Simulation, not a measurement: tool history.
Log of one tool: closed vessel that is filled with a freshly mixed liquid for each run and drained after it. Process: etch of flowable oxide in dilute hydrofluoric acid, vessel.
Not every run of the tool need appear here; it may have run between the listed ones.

| run | hour | temperature setpoint of the liquid (C) | parts of water to one part of 49 % hydrofluoric acid (parts by volume) | time in the liquid (s) | thickness taken off the flowable oxide on a monitor wafer (nm) |
|---|---|---|---|---|---|
| 1 | 0.0 | 23.0 | 190 | 30 | 6.9233 |
| 2 | 3.5 | 23.0 | 215 | 30 | 5.9719 |
| 3 | 11.4 | 25.0 | 170 | 30 | 8.5546 |
| 4 | 13.8 | 28.5 | 170 | 30 | 9.6937 |
| 5 | 19.8 | 25.5 | 170 | 30 | 8.6661 |
| 6 | 25.6 | 28.5 | 170 | 30 | 9.6871 |
| 7 | 29.7 | 31.0 | 95 | 30 | 21.0430 |

Run 8 comes next. What will it give?
|  | 37.6 | hydrofluoric acid flow meter replaced |
| 8 | 37.6 | 31.0 | 90 | 30 | ? |

{"run 8": {"thickness taken off the flowable oxide on a monitor wafer (nm)": 25.018}}

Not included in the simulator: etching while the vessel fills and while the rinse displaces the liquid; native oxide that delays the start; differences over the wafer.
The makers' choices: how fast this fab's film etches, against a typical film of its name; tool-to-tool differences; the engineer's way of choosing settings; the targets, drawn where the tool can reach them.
